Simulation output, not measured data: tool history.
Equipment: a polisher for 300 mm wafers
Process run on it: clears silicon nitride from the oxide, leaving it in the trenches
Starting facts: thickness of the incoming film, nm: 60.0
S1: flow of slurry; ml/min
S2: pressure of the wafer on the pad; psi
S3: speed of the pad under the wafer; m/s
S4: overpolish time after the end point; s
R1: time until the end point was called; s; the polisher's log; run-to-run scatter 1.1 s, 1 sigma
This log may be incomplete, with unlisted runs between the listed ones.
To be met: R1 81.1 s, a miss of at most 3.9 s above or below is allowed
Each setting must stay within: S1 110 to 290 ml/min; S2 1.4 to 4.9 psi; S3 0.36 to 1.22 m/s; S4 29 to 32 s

Run 1, hour 0: S1 185 ml/min, S2 3.1 psi, S3 0.78 m/s, S4 29 s. Result: R1 68.153 s.
Run 2, hour 6.4: S1 185 ml/min, S2 3.4 psi, S3 0.78 m/s, S4 29 s. Result: R1 62.157 s.
Run 3, hour 11.3: S1 185 ml/min, S2 3.3 psi, S3 0.78 m/s, S4 29 s. Result: R1 64.355 s.
Run 4, hour 18.9: S1 185 ml/min, S2 3.3 psi, S3 0.78 m/s, S4 32 s. Result: R1 64.402 s.
Run 5, hour 27.9: S1 215 ml/min, S2 3.3 psi, S3 0.78 m/s, S4 32 s. Result: R1 61.245 s.
Run 6, hour 33.5: S1 210 ml/min, S2 3.2 psi, S3 0.78 m/s, S4 32 s. Result: R1 66.321 s.
Run 7, hour 39.1: S1 210 ml/min, S2 3.1 psi, S3 0.78 m/s, S4 32 s. Result: R1 68.196 s.
Run 8, hour 45: S1 210 ml/min, S2 3 psi, S3 0.78 m/s, S4 32 s. Result: R1 68.874 s.
Run 9, hour 48.5: S1 210 ml/min, S2 3 psi, S3 0.78 m/s, S4 32 s. Result: R1 67.654 s.
Run 10, hour 51.6: S1 210 ml/min, S2 2.9 psi, S3 0.78 m/s, S4 32 s. Result: R1 71.157 s.
Run 11, hour 56.7: S1 210 ml/min, S2 2.8 psi, S3 0.78 m/s, S4 32 s. Result: R1 73.976 s.
Run 12, hour 64.5: S1 205 ml/min, S2 2.7 psi, S3 0.78 m/s, S4 32 s. Result: R1 76.278 s.
At hour 67.3: slurry nozzle cleaned.
Run 13, hour 67.3: S1 200 ml/min, S2 2.6 psi, S3 0.78 m/s, S4 32 s. Result: R1 75.816 s.

Consider the 5 candidate settings below. Which is the only one whose results all fall within their allowed miss of target?
Run A, hour 70.1: S1 200 ml/min, S2 2.4 psi, S3 0.68 m/s, S4 30 s. Result: R1 ?.
Run B, hour 70.1: S1 240 ml/min, S2 2.3 psi, S3 0.92 m/s, S4 32 s. Result: R1 ?.
Run C, hour 70.1: S1 220 ml/min, S2 2.8 psi, S3 0.72 m/s, S4 29 s. Result: R1 ?.
Run D, hour 70.1: S1 190 ml/min, S2 2.8 psi, S3 0.78 m/s, S4 32 s. Result: R1 ?.
Run E, hour 70.1: S1 205 ml/min, S2 2.5 psi, S3 0.7 m/s, S4 32 s. Result: R1 ?.

move      R1
   A  88.469
   B  75.013
   C  72.843
   D  70.917
   E  83.376
A: carries the result that was furthest off beyond its target, to the other side
B: moves away from the targets compared with the last run
C: moves away from the targets compared with the last run
D: moves away from the targets compared with the last run
E: meets every target
So the answer is move E, the one that meets all the targets.

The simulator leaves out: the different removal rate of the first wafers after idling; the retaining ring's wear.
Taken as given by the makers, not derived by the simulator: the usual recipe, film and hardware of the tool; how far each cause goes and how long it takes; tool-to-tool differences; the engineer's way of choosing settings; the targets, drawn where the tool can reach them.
